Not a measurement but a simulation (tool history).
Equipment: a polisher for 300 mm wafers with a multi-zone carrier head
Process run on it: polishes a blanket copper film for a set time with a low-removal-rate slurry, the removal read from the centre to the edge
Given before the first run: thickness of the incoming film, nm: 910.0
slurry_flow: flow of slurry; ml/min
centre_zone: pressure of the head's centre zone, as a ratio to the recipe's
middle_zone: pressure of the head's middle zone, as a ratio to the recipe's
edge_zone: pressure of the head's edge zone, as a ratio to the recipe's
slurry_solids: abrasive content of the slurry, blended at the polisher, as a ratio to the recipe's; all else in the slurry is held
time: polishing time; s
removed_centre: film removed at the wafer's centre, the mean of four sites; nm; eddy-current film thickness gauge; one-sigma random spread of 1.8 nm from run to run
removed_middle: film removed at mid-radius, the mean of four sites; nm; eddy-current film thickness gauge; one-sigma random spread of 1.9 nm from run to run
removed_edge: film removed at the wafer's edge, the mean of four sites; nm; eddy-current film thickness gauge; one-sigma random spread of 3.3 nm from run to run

| run | hour | slurry_flow | centre_zone | middle_zone | edge_zone | slurry_solids | time | removed_centre | removed_middle | removed_edge |
|---|---|---|---|---|---|---|---|---|---|---|
| 1 | 0.0 | 160 | 1.00 | 1.00 | 1.00 | 1.00 | 72 | 272.45 | 272.25 | 271.88 |
| 2 | 6.0 | 150 | 0.97 | 0.99 | 1.00 | 0.95 | 72 | 259.86 | 265.79 | 264.70 |
| 3 | 14.2 | 145 | 0.94 | 0.98 | 1.02 | 0.90 | 71 | 239.58 | 256.14 | 258.92 |
| 4 | 18.4 | 175 | 0.94 | 0.98 | 1.02 | 0.90 | 71 | 243.91 | 257.73 | 270.67 |
| 5 | 21.1 | 175 | 0.94 | 0.98 | 1.02 | 0.70 | 71 | 232.10 | 247.34 | 254.16 |
| 6 | 27.4 | 170 | 0.92 | 0.96 | 1.01 | 0.65 | 71 | 224.63 | 239.87 | 247.11 |
| 7 | 35.2 | 165 | 0.90 | 0.95 | 1.01 | 0.65 | 71 | 220.06 | 237.69 | 246.53 |

For run 8, what comes out?
| 8 | 37.0 | 165 | 0.90 | 0.95 | 1.01 | 0.65 | 71 | ? | ? | ? |

removed_centre: 221.84 nm
removed_middle: 237.87 nm
removed_edge: 244.71 nm
